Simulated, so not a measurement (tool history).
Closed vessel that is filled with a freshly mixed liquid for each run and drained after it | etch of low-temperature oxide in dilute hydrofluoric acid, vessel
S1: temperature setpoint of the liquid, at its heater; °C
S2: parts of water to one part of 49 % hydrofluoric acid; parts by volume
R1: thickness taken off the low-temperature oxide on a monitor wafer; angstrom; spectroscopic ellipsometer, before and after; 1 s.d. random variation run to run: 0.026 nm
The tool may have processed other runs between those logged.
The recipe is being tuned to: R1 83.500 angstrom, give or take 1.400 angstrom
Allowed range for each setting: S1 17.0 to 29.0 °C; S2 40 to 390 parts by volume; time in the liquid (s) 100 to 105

{"run": 1, "hour": 0.0, "S1": 21.0, "S2": 215, "time in the liquid (s)": 100, "R1": 125.38}
{"run": 2, "hour": 1.3, "S1": 20.0, "S2": 225, "time in the liquid (s)": 100, "R1": 114.25}
{"run": 3, "hour": 6.0, "S1": 19.5, "S2": 235, "time in the liquid (s)": 100, "R1": 106.05}
{"run": 4, "hour": 10.9, "S1": 19.5, "S2": 235, "time in the liquid (s)": 105, "R1": 111.35}
{"run": 5, "hour": 15.0, "S1": 19.0, "S2": 245, "time in the liquid (s)": 105, "R1": 104.04}
{"run": 6, "hour": 19.4, "S1": 18.5, "S2": 250, "time in the liquid (s)": 105, "R1": 99.551}
{"run": 7, "hour": 23.1, "S1": 18.0, "S2": 255, "time in the liquid (s)": 105, "R1": 95.465}
{"run": 8, "hour": 29.3, "S1": 18.0, "S2": 260, "time in the liquid (s)": 105, "R1": 92.896}
{"run": 9, "hour": 30.6, "S1": 18.0, "S2": 265, "time in the liquid (s)": 105, "R1": 91.239}
{"run": 10, "hour": 35.4, "S1": 17.5, "S2": 270, "time in the liquid (s)": 105, "R1": 87.659}

Which one of the following 4 next-run settings gets every result inside its allowed miss? There is exactly one.
{"run": "A", "hour": 40.2, "S1": 20.0, "S2": 300, "time in the liquid (s)": 100, "R1": "?"}
{"run": "B", "hour": 40.2, "S1": 18.0, "S2": 265, "time in the liquid (s)": 100, "R1": "?"}
{"run": "C", "hour": 40.2, "S1": 19.0, "S2": 280, "time in the liquid (s)": 100, "R1": "?"}
{"run": "D", "hour": 40.2, "S1": 17.0, "S2": 250, "time in the liquid (s)": 105, "R1": "?"}

move=A R1=80.348
move=B R1=87.080
move=C R1=84.457
move=D R1=94.496
A: the result that was furthest off in the last run now lies on the other side of its target
B: closer than the last run, but not yet in spec
C: meets every target
D: its largest miss is bigger than the last run's
Answer: C
